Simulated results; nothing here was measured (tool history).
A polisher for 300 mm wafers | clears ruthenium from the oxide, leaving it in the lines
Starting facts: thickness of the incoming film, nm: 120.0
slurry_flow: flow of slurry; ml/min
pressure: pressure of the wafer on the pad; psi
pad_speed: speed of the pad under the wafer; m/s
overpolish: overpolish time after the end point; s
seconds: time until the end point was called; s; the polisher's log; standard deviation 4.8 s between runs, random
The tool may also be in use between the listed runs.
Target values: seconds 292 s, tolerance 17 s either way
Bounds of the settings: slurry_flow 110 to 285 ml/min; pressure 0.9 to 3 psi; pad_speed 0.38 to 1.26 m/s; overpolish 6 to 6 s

run	hour	slurry_flow	pressure	pad_speed	overpolish	seconds
1	0	180	1.9	0.82	6	130.3
2	8.6	180	1.9	1	6	110.86
3	12.1	145	1.9	1	6	114.94
4	16	145	1.9	1	6	120.79
5	19	135	1.6	0.9	6	148.02
# hour 26.6: slurry nozzle cleaned
6	26.6	135	2	0.9	6	117.26
7	30.3	125	1.4	0.68	6	191.72
8	35.1	120	1.2	0.6	6	250.61
9	42	120	1.1	0.6	6	253.62

Next run, 4 choices. One meets every target within its allowed miss, the rest don't. Which?
A	48.9	115	1.5	0.56	6	?
B	48.9	115	1.2	0.66	6	?
C	48.9	110	1.1	0.52	6	?
D	48.9	110	1.4	0.66	6	?

move	seconds
A	222.37
B	232.01
C	296.38
D	209.57
A: lands further from the targets than the last run did
B: lands further from the targets than the last run did
C: every result lands within tolerance
D: lands further from the targets than the last run did
Correct choice: C, which meets every target
